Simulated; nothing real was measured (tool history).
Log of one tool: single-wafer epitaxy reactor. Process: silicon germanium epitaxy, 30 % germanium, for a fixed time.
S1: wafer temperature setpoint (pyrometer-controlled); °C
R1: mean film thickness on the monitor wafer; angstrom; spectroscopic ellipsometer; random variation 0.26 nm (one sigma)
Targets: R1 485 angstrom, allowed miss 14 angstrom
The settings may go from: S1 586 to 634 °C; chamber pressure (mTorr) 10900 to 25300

run 1 hour=0 | S1=610 chamber_pressure_(mTorr)=18100 | R1=735.23
run 2 hour=5.8 | S1=602 chamber_pressure_(mTorr)=17800 | R1=632.64
run 3 hour=13.7 | S1=602 chamber_pressure_(mTorr)=15800 | R1=609.45
run 4 hour=17.4 | S1=606 chamber_pressure_(mTorr)=15800 | R1=661.04
run 5 hour=24.3 | S1=606 chamber_pressure_(mTorr)=18500 | R1=692.57
run 6 hour=31.5 | S1=606 chamber_pressure_(mTorr)=21600 | R1=729.74
run 7 hour=33.6 | S1=599 chamber_pressure_(mTorr)=20700 | R1=626.53
run 8 hour=37.7 | S1=595 chamber_pressure_(mTorr)=20500 | R1=577.56

Which of these 4 next moves meets every target?
run A hour=41.8 | S1=587 chamber_pressure_(mTorr)=19500 | R1=?
run B hour=41.8 | S1=589 chamber_pressure_(mTorr)=20200 | R1=?
run C hour=41.8 | S1=591 chamber_pressure_(mTorr)=18600 | R1=?
run D hour=41.8 | S1=590 chamber_pressure_(mTorr)=20600 | R1=?

move=A R1=486.85
move=B R1=511.84
move=C R1=519.22
move=D R1=525.11
A: meets every target
B: nearer than the last run, and not there yet
C: nearer than the last run, and not there yet
D: nearer than the last run, and not there yet
The right move is A.

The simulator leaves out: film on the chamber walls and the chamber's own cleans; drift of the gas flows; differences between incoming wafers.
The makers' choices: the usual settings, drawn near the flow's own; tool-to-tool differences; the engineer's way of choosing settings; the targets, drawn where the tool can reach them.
